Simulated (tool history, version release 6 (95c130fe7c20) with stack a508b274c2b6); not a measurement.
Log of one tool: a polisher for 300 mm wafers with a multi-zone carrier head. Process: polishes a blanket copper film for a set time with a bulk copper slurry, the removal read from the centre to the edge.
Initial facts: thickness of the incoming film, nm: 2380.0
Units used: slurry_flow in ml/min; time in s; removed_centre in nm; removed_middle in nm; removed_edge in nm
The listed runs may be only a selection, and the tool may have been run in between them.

Run 1, day 0: slurry_flow 285 ml/min, centre_zone 1, middle_zone 1, edge_zone 1, slurry_solids 1, time 42 s. Result: removed_centre 377.42 nm, removed_middle 376.38 nm, removed_edge 379.31 nm.
Run 2, day 0.208: slurry_flow 285 ml/min, centre_zone 1, middle_zone 1, edge_zone 1, slurry_solids 1.1, time 42 s. Result: removed_centre 390.21 nm, removed_middle 380.89 nm, removed_edge 391.03 nm.
Run 3, day 0.571: slurry_flow 285 ml/min, centre_zone 1, middle_zone 1, edge_zone 1, slurry_solids 1.1, time 35 s. Result: removed_centre 316.37 nm, removed_middle 322.54 nm, removed_edge 328.27 nm.
Run 4, day 0.688: slurry_flow 290 ml/min, centre_zone 1.02, middle_zone 1.01, edge_zone 1.02, slurry_solids 1.15, time 36 s. Result: removed_centre 342.54 nm, removed_middle 338.84 nm, removed_edge 339.13 nm.
Run 5, day 0.875: slurry_flow 315 ml/min, centre_zone 1.02, middle_zone 1.01, edge_zone 1.02, slurry_solids 1.15, time 36 s. Result: removed_centre 343.07 nm, removed_middle 342.71 nm, removed_edge 336.76 nm.
Run 6, day 1.062: slurry_flow 315 ml/min, centre_zone 0.99, middle_zone 1.01, edge_zone 1.02, slurry_solids 1.15, time 36 s. Result: removed_centre 334.99 nm, removed_middle 337.03 nm, removed_edge 348.17 nm.
Run 7, day 1.129: slurry_flow 320 ml/min, centre_zone 1, middle_zone 1.01, edge_zone 1.04, slurry_solids 1.2, time 38 s. Result: removed_centre 361.01 nm, removed_middle 363.32 nm, removed_edge 360.85 nm.
Run 8, day 1.475: slurry_flow 310 ml/min, centre_zone 1, middle_zone 0.99, edge_zone 1.04, slurry_solids 1.25, time 40 s. Result: removed_centre 380.56 nm, removed_middle 378.09 nm, removed_edge 392.23 nm.

The next listed run, before its measurement:
Run 9, day 1.683: slurry_flow 300 ml/min, centre_zone 1.1, middle_zone 1.02, edge_zone 1.1, slurry_solids 1.5, time 46 s. Result: removed_centre ?, removed_middle ?, removed_edge ?.

{"run 9": {"removed_centre": 504.57, "removed_middle": 466.14, "removed_edge": 472.84}}
